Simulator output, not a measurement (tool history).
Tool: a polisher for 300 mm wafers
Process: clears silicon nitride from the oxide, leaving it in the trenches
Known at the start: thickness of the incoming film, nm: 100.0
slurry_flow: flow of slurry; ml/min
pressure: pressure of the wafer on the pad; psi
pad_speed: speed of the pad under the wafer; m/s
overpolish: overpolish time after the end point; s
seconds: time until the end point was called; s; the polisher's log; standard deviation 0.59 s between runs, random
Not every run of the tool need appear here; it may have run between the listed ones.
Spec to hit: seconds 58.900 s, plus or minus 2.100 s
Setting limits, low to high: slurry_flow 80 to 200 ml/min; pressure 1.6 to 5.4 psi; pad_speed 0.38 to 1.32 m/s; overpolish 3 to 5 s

Run 1, hour 0.0: slurry_flow 130 ml/min, pressure 3.5 psi, pad_speed 0.84 m/s, overpolish 5 s. Result: seconds 98.204 s.
Run 2, hour 5.1: slurry_flow 130 ml/min, pressure 3.7 psi, pad_speed 0.84 m/s, overpolish 5 s. Result: seconds 93.691 s.
Run 3, hour 7.8: slurry_flow 140 ml/min, pressure 3.7 psi, pad_speed 0.84 m/s, overpolish 5 s. Result: seconds 92.622 s.
Run 4, hour 14.3: slurry_flow 140 ml/min, pressure 3.9 psi, pad_speed 0.84 m/s, overpolish 5 s. Result: seconds 87.547 s.
Run 5, hour 22.5: slurry_flow 140 ml/min, pressure 4.0 psi, pad_speed 0.84 m/s, overpolish 5 s. Result: seconds 86.172 s.
Run 6, hour 24.6: slurry_flow 140 ml/min, pressure 4.0 psi, pad_speed 0.84 m/s, overpolish 3 s. Result: seconds 86.400 s.
Run 7, hour 28.1: slurry_flow 140 ml/min, pressure 4.1 psi, pad_speed 0.84 m/s, overpolish 3 s. Result: seconds 82.390 s.
Run 8, hour 34.0: slurry_flow 140 ml/min, pressure 4.1 psi, pad_speed 0.84 m/s, overpolish 3 s. Result: seconds 83.702 s.
Run 9, hour 38.5: slurry_flow 140 ml/min, pressure 4.2 psi, pad_speed 0.84 m/s, overpolish 3 s. Result: seconds 82.672 s.
Run 10, hour 43.1: slurry_flow 165 ml/min, pressure 5.2 psi, pad_speed 0.86 m/s, overpolish 3 s. Result: seconds 65.136 s.

5 next moves are on the table. One of them brings every result within its allowed miss. Which?
Run A, hour 47.7: slurry_flow 175 ml/min, pressure 5.1 psi, pad_speed 0.80 m/s, overpolish 3 s. Result: seconds ?.
Run B, hour 47.7: slurry_flow 140 ml/min, pressure 5.4 psi, pad_speed 0.92 m/s, overpolish 5 s. Result: seconds ?.
Run C, hour 47.7: slurry_flow 145 ml/min, pressure 5.0 psi, pad_speed 0.76 m/s, overpolish 3 s. Result: seconds ?.
Run D, hour 47.7: slurry_flow 110 ml/min, pressure 4.8 psi, pad_speed 0.94 m/s, overpolish 5 s. Result: seconds ?.
Run E, hour 47.7: slurry_flow 130 ml/min, pressure 5.4 psi, pad_speed 0.86 m/s, overpolish 5 s. Result: seconds ?.

move  seconds
   A   69.296
   B   59.149
   C   76.067
   D   66.972
   E   63.839
A: misses by more than the last run did
B: hits every target within its allowed miss
C: misses by more than the last run did
D: misses by more than the last run did
E: gains on the last run, yet a result remains outside its allowed miss
Answer: B

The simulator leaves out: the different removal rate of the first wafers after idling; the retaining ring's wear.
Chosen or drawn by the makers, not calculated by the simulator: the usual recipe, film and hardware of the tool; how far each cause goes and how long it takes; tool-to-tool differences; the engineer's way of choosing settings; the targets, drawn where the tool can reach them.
